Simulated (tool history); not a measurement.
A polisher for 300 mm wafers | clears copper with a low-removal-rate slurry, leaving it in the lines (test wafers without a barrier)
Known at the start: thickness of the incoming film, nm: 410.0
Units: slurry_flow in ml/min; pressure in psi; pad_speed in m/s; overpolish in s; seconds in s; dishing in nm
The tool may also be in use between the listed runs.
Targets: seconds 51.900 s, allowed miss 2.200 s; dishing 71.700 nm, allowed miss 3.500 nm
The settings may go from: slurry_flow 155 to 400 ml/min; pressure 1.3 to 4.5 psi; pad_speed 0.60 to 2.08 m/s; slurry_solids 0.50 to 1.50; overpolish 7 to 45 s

| run | hour | slurry_flow | pressure | pad_speed | slurry_solids | overpolish | seconds | dishing |
|---|---|---|---|---|---|---|---|---|
| 1 | 0.0 | 255 | 2.9 | 1.34 | 1.00 | 23 | 88.656 | 50.864 |
| 2 | 7.2 | 255 | 2.5 | 1.34 | 1.00 | 23 | 101.820 | 47.028 |
| 3 | 9.2 | 255 | 3.0 | 1.36 | 1.00 | 23 | 83.695 | 53.399 |
| 4 | 16.2 | 255 | 3.4 | 1.36 | 1.00 | 23 | 75.427 | 55.413 |
| 5 | 22.3 | 205 | 3.4 | 1.36 | 1.00 | 23 | 76.583 | 55.226 |
| 6 | 28.4 | 205 | 3.4 | 1.36 | 1.20 | 23 | 74.449 | 55.297 |
| 7 | 32.9 | 205 | 3.7 | 1.36 | 1.20 | 24 | 67.896 | 59.505 |
| 8 | 33.5 | 205 | 4.5 | 1.38 | 1.20 | 26 | 55.565 | 68.432 |
| 9 | 39.0 | 205 | 4.5 | 1.40 | 1.20 | 26 | 54.150 | 68.481 |

5 next moves are on the table. One of them brings every result within its allowed miss. Which?
| A | 44.5 | 160 | 4.4 | 1.70 | 1.25 | 28 | ? | ? |
| B | 44.5 | 210 | 4.3 | 1.38 | 1.25 | 24 | ? | ? |
| C | 44.5 | 180 | 4.1 | 1.48 | 1.25 | 34 | ? | ? |
| D | 44.5 | 200 | 3.9 | 1.68 | 1.35 | 31 | ? | ? |
| E | 44.5 | 220 | 4.5 | 1.30 | 1.30 | 31 | ? | ? |

| move | seconds | dishing |
|---|---|---|
| A | 46.687 | 70.351 |
| B | 57.266 | 63.737 |
| C | 56.730 | 69.600 |
| D | 51.470 | 69.121 |
| E | 57.409 | 68.977 |
A: takes the result that was furthest off past its target
B: further off than the last run
C: further off than the last run
D: meets every target
E: further off than the last run
Move D is the one to make.
